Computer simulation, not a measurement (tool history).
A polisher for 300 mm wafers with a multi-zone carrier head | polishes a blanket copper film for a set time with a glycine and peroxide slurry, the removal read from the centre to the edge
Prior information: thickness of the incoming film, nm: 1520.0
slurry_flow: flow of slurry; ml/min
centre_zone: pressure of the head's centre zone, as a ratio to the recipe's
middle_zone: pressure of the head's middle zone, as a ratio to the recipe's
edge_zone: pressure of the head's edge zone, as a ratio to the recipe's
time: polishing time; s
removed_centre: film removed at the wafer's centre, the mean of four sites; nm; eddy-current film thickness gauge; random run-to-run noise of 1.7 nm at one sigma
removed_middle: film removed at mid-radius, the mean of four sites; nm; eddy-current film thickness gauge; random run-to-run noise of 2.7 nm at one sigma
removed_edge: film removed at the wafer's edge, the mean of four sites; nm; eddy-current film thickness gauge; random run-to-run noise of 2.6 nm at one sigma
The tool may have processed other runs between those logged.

{"run": 1, "hour": 0.0, "slurry_flow": 145, "centre_zone": 1, "middle_zone": 1, "edge_zone": 1, "time": 47, "removed_centre": 259.16, "removed_middle": 261.67, "removed_edge": 275.29}
{"run": 2, "hour": 8.7, "slurry_flow": 140, "centre_zone": 1, "middle_zone": 0.98, "edge_zone": 0.98, "time": 46, "removed_centre": 254.24, "removed_middle": 254.67, "removed_edge": 262.25}
{"run": 3, "hour": 14.1, "slurry_flow": 135, "centre_zone": 1, "middle_zone": 0.96, "edge_zone": 0.98, "time": 45, "removed_centre": 249.33, "removed_middle": 246.18, "removed_edge": 250.92}
{"run": 4, "hour": 19.8, "slurry_flow": 135, "centre_zone": 1, "middle_zone": 0.94, "edge_zone": 0.99, "time": 44, "removed_centre": 241.37, "removed_middle": 236.97, "removed_edge": 250.1}
{"run": 5, "hour": 26.0, "slurry_flow": 130, "centre_zone": 1, "middle_zone": 0.92, "edge_zone": 0.99, "time": 43, "removed_centre": 239.2, "removed_middle": 226.66, "removed_edge": 240.86}
{"run": 6, "hour": 30.8, "slurry_flow": 130, "centre_zone": 1, "middle_zone": 0.85, "edge_zone": 0.99, "time": 43, "removed_centre": 237.82, "removed_middle": 214.23, "removed_edge": 241.02}
{"run": 7, "hour": 36.4, "slurry_flow": 125, "centre_zone": 1, "middle_zone": 0.84, "edge_zone": 0.98, "time": 42, "removed_centre": 227.71, "removed_middle": 198.92, "removed_edge": 231.92}
{"run": 8, "hour": 37.7, "slurry_flow": 120, "centre_zone": 1, "middle_zone": 0.85, "edge_zone": 0.96, "time": 42, "removed_centre": 229.11, "removed_middle": 198.69, "removed_edge": 234.8}
{"run": 9, "hour": 42.1, "slurry_flow": 125, "centre_zone": 1, "middle_zone": 0.85, "edge_zone": 0.96, "time": 41, "removed_centre": 221.52, "removed_middle": 197.36, "removed_edge": 225.9}
{"run": 10, "hour": 50.6, "slurry_flow": 125, "centre_zone": 1, "middle_zone": 0.85, "edge_zone": 0.94, "time": 41, "removed_centre": 225.47, "removed_middle": 200.94, "removed_edge": 227.41}

Predict the results of run 11:
{"run": 11, "hour": 53.1, "slurry_flow": 125, "centre_zone": 1, "middle_zone": 0.85, "edge_zone": 0.93, "time": 40, "removed_centre": "?", "removed_middle": "?", "removed_edge": "?"}

{"run 11": {"removed_centre": 221.14, "removed_middle": 191.42, "removed_edge": 218.4}}
